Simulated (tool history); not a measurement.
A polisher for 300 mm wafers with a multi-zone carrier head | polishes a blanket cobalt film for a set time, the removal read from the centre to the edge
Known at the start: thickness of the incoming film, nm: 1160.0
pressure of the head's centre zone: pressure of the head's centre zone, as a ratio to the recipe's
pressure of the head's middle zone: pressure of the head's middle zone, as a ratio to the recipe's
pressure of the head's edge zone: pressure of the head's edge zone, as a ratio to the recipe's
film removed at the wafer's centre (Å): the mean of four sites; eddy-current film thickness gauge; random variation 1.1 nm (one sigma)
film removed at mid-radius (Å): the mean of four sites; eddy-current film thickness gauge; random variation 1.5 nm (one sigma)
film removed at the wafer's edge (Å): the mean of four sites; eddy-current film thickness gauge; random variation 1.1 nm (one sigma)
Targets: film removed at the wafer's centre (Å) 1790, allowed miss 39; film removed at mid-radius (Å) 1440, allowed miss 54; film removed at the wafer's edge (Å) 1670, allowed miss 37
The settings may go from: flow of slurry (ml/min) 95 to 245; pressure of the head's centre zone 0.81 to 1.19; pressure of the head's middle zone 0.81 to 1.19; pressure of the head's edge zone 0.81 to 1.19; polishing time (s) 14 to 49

run  hour  flow of slurry (ml/min)  pressure of the head's centre zone  pressure of the head's middle zone  pressure of the head's edge zone  polishing time (s)  film removed at the wafer's centre (Å)  film removed at mid-radius (Å)  film removed at the wafer's edge (Å)
  1     0                      155                                   1                                   1                                 1                  31                                  1736.2                          1770.3                                1698.3
  2   0.8                      155                                   1                                   1                              1.05                  31                                    1721                          1729.9                                1731.4
  3   7.6                      155                                0.93                                   1                              1.05                  31                                  1613.6                          1757.1                                1742.8
  4  15.8                      155                                0.95                                0.98                              1.05                  31                                  1663.9                          1665.6                                1738.1
  5  19.2                      140                                0.95                                0.98                              1.05                  31                                  1619.8                          1689.5                                1718.1
  6  22.3                      145                                0.96                                0.96                              1.04                  31                                  1655.1                          1665.5                                1715.1
  7  23.3                      145                                0.97                                0.94                              1.04                  31                                  1649.7                          1581.4                                1725.7
  8  24.1                      150                                0.98                                0.93                              1.03                  31                                  1712.3                          1608.5                                1693.4
  9  32.1                      150                                0.98                                0.92                              1.03                  31                                  1693.8                          1608.2                                1738.6
 10  33.9                      150                                0.99                                0.91                              1.02                  31                                  1705.6                          1581.1                                1723.1
 11  39.9                      150                                   1                                 0.9                              1.01                  31                                    1741                          1558.8                                1693.7

Which of these 5 next moves meets every target?
  A  45.9                      215                                1.07                                0.91                              0.87                  30                                       ?                               ?                                     ?
  B  45.9                      170                                1.01                                 0.9                              0.95                  31                                       ?                               ?                                     ?
  C  45.9                      105                                1.07                                 0.9                              1.03                  31                                       ?                               ?                                     ?
  D  45.9                      220                                1.16                                1.01                              1.03                  27                                       ?                               ?                                     ?
  E  45.9                      170                                1.04                                0.83                              1.01                  30                                       ?                               ?                                     ?

move  film removed at the wafer's centre (Å)  film removed at mid-radius (Å)  film removed at the wafer's edge (Å)
   A                                  1891.1                          1614.7                                1574.1
   B                                  1776.8                          1599.8                                1653.1
   C                                  1703.3                          1463.2                                1613.4
   D                                  1853.5                          1589.6                                1535.1
   E                                  1770.1                          1447.9                                1648.9
A: further off than the last run
B: further off than the last run
C: brings the result that was furthest off to its target, and leaves another outside
D: further off than the last run
E: meets every target
The right move is E.
